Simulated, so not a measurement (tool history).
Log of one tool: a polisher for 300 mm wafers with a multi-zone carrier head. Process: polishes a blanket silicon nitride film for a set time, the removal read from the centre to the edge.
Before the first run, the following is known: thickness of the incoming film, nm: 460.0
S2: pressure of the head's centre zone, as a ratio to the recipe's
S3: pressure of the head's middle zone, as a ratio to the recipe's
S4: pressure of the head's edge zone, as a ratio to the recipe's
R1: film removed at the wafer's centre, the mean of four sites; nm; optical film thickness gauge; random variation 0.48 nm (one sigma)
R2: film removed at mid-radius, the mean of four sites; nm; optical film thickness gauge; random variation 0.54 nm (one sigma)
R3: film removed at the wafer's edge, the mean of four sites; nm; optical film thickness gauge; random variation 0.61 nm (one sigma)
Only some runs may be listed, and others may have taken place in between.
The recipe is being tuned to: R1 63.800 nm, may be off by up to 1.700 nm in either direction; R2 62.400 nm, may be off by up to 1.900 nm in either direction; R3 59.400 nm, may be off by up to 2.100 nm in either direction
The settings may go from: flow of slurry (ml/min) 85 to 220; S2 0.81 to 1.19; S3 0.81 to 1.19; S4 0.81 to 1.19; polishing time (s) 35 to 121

Run 1, hour 0.0: flow of slurry (ml/min) 140, S2 1.00, S3 1.00, S4 1.00, polishing time (s) 78. Result: R1 87.717 nm, R2 90.741 nm, R3 89.187 nm.
Run 2, hour 1.4: flow of slurry (ml/min) 140, S2 1.00, S3 1.00, S4 0.97, polishing time (s) 78. Result: R1 87.278 nm, R2 90.372 nm, R3 87.722 nm.
Run 3, hour 5.9: flow of slurry (ml/min) 140, S2 1.01, S3 0.98, S4 0.92, polishing time (s) 70. Result: R1 79.264 nm, R2 78.874 nm, R3 77.689 nm.
Run 4, hour 13.0: flow of slurry (ml/min) 135, S2 1.02, S3 0.99, S4 0.89, polishing time (s) 64. Result: R1 72.889 nm, R2 72.665 nm, R3 69.731 nm.
Run 5, hour 18.3: flow of slurry (ml/min) 125, S2 1.02, S3 0.99, S4 0.86, polishing time (s) 62. Result: R1 69.635 nm, R2 69.518 nm, R3 63.873 nm.
Run 6, hour 24.4: flow of slurry (ml/min) 125, S2 1.02, S3 0.99, S4 0.81, polishing time (s) 62. Result: R1 69.074 nm, R2 70.352 nm, R3 65.115 nm.
Run 7, hour 32.4: flow of slurry (ml/min) 115, S2 1.02, S3 0.98, S4 0.81, polishing time (s) 61. Result: R1 66.132 nm, R2 65.897 nm, R3 61.424 nm.
Run 8, hour 35.4: flow of slurry (ml/min) 110, S2 1.02, S3 0.97, S4 0.81, polishing time (s) 61. Result: R1 64.607 nm, R2 63.948 nm, R3 61.910 nm.

Pick the move, out of 4, that brings all results within their allowed miss; only one does.
Run A, hour 38.4: flow of slurry (ml/min) 110, S2 1.03, S3 0.96, S4 0.84, polishing time (s) 59. Result: R1 ?, R2 ?, R3 ?.
Run B, hour 38.4: flow of slurry (ml/min) 100, S2 1.03, S3 0.97, S4 0.83, polishing time (s) 64. Result: R1 ?, R2 ?, R3 ?.
Run C, hour 38.4: flow of slurry (ml/min) 120, S2 0.94, S3 0.96, S4 0.85, polishing time (s) 62. Result: R1 ?, R2 ?, R3 ?.
Run D, hour 38.4: flow of slurry (ml/min) 150, S2 1.07, S3 0.98, S4 0.81, polishing time (s) 55. Result: R1 ?, R2 ?, R3 ?.

move      R1      R2      R3
   A  63.944  62.371  59.320
   B  67.002  66.229  62.748
   C  63.035  67.206  63.698
   D  67.665  63.905  57.576
A: all results in spec
B: misses by more than the last run did
C: misses by more than the last run did
D: brings the last run's worst result on target, with another outside its allowed miss
A is the move that brings every result within its allowed miss.

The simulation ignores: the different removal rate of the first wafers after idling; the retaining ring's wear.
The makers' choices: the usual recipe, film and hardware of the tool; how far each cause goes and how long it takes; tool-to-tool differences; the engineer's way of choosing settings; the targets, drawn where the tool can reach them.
